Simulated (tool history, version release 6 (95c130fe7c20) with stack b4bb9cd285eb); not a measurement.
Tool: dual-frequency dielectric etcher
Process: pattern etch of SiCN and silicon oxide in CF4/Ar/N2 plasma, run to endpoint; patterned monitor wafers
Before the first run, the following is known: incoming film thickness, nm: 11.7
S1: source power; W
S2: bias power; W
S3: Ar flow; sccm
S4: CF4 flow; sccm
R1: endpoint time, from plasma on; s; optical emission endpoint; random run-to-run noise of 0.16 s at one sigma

Run 1, hour 0.0: S1 460 W, S2 91 W, S3 125 sccm, S4 78 sccm. Result: R1 12.208 s.
Run 2, hour 6.1: S1 460 W, S2 91 W, S3 125 sccm, S4 66 sccm. Result: R1 12.461 s.
Run 3, hour 9.8: S1 460 W, S2 106 W, S3 125 sccm, S4 66 sccm. Result: R1 11.668 s.
Run 4, hour 11.7: S1 460 W, S2 106 W, S3 140 sccm, S4 66 sccm. Result: R1 11.880 s.
Run 5, hour 18.3: S1 420 W, S2 99 W, S3 143 sccm, S4 64 sccm. Result: R1 13.617 s.
At hour 19.8: Ar flow controller replaced.
Run 6, hour 19.8: S1 420 W, S2 99 W, S3 160 sccm, S4 64 sccm. Result: R1 13.890 s.
Run 7, hour 20.5: S1 390 W, S2 97 W, S3 161 sccm, S4 64 sccm. Result: R1 15.081 s.
Run 8, hour 25.5: S1 390 W, S2 97 W, S3 161 sccm, S4 64 sccm. Result: R1 15.154 s.
Run 9, hour 33.3: S1 360 W, S2 96 W, S3 161 sccm, S4 64 sccm. Result: R1 16.615 s.
Run 10, hour 38.9: S1 280 W, S2 94 W, S3 162 sccm, S4 64 sccm. Result: R1 23.336 s.

Run 11 has not been measured yet. What should we expect?
Run 11, hour 41.6: S1 290 W, S2 94 W, S3 162 sccm, S4 64 sccm. Result: R1 ?.

Run 11 came out at R1 22.239 s.
